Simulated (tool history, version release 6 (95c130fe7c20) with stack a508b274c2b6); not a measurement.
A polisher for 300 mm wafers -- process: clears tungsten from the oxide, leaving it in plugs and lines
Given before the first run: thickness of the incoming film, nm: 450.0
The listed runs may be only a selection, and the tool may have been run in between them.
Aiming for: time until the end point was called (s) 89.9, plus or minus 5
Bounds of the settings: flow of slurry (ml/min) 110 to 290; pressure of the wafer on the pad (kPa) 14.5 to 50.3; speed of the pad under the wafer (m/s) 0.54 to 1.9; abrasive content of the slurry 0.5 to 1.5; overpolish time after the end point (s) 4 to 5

run,hour,flow of slurry (ml/min),pressure of the wafer on the pad (kPa),speed of the pad under the wafer (m/s),abrasive content of the slurry,overpolish time after the end point (s),time until the end point was called (s)
1,0,185,32.4,1.22,1,5,69.107
2,2.1,185,31.7,1.22,1,5,71.003
3,6.9,185,31,1.22,1,5,72.912
4,7.7,185,30.3,1.22,1,5,71.028
5,16,160,30.3,1.22,1,5,74.447
6,19.5,160,30.3,1.4,1,5,66.307
7,27.7,160,29.6,1.4,1,5,65.29
8,33.6,160,28.3,1.4,1,5,71.427
9,34.4,160,27.6,1.4,1,5,74.597
10,37.7,160,26.9,1.4,1,5,73.32
11,45.2,160,19.3,1.36,1,5,103.43

Consider the 5 candidate settings below. Which is the only one whose results all fall within their allowed miss of target?
A,52.7,150,25.5,1.38,1,5,?
B,52.7,180,22.8,1.34,1,4,?
C,52.7,160,21.4,1.3,0.9,4,?
D,52.7,180,14.5,1.5,1.1,4,?
E,52.7,155,15.2,1.34,1.1,4,?

move,time until the end point was called (s)
A,80.542
B,89.532
C,101.76
D,121.02
E,132.68
A: the result that was furthest off in the last run now lies on the other side of its target
B: hits every target within its allowed miss
C: closes in on the targets versus the last run, not all within tolerance yet
D: misses by more than the last run did
E: misses by more than the last run did
The right move is B.

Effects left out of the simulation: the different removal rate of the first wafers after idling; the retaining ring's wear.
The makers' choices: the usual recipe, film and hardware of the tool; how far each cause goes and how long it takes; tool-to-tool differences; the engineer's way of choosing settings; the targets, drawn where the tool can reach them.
